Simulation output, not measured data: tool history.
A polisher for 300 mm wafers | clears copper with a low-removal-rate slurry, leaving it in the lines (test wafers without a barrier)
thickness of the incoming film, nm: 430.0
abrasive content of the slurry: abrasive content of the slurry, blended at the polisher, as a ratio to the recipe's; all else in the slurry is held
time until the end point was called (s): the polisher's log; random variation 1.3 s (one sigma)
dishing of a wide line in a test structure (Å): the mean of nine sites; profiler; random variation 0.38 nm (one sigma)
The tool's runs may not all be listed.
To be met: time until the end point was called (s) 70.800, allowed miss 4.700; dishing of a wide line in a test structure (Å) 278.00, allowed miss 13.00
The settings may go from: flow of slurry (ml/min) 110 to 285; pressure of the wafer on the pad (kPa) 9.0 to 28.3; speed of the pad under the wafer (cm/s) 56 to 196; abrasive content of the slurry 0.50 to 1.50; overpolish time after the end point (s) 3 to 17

run  hour  flow of slurry (ml/min)  pressure of the wafer on the pad (kPa)  speed of the pad under the wafer (cm/s)  abrasive content of the slurry  overpolish time after the end point (s)  time until the end point was called (s)  dishing of a wide line in a test structure (Å)
  1   0.0                      180                                    18.6                                      126                            1.00                                        9                                  130.950                                          196.09
  2   1.7                      185                                    21.4                                      128                            1.00                                        8                                  115.750                                          202.19
  3   9.6                      225                                    21.4                                      128                            1.00                                        8                                  107.300                                          207.58
  4  18.5                      235                                    23.4                                      130                            1.00                                        8                                  102.710                                          223.70
  5  25.9                      235                                    23.4                                      108                            1.00                                        8                                  121.000                                          195.22
  6  30.4                      240                                    24.8                                      120                            1.00                                        8                                  100.880                                          226.77
  7  38.8                      240                                    25.5                                      126                            1.00                                        8                                   92.692                                          244.39
  8  39.6                      240                                    25.5                                      126                            1.00                                        8                                   97.679                                          244.83
  9  40.8                      245                                    26.2                                      134                            1.00                                        7                                   85.100                                          237.78
 10  48.4                      245                                    26.2                                      134                            1.00                                        7                                   86.020                                          232.24
 11  49.2                      245                                    26.9                                      138                            1.00                                        7                                   82.417                                          250.76
 12  55.4                      245                                    26.9                                      138                            1.00                                        7                                   80.019                                          241.69

4 next moves are on the table. One of them brings every result within its allowed miss. Which?
  A  61.6                      225                                    28.3                                      152                            1.00                                        8                                        ?                                               ?
  B  61.6                      235                                    28.3                                      150                            1.00                                        7                                        ?                                               ?
  C  61.6                      230                                    28.3                                      170                            1.20                                        6                                        ?                                               ?
  D  61.6                      250                                    26.9                                      128                            0.95                                        6                                        ?                                               ?

move  time until the end point was called (s)  dishing of a wide line in a test structure (Å)
   A                                   71.803                                          313.13
   B                                   72.410                                          276.32
   C                                   61.660                                          277.94
   D                                   89.189                                          198.74
A: takes the result that was furthest off past its target
B: meets every target
C: brings the result that was furthest off to its target, and leaves another outside
D: further off than the last run
The right move is B.

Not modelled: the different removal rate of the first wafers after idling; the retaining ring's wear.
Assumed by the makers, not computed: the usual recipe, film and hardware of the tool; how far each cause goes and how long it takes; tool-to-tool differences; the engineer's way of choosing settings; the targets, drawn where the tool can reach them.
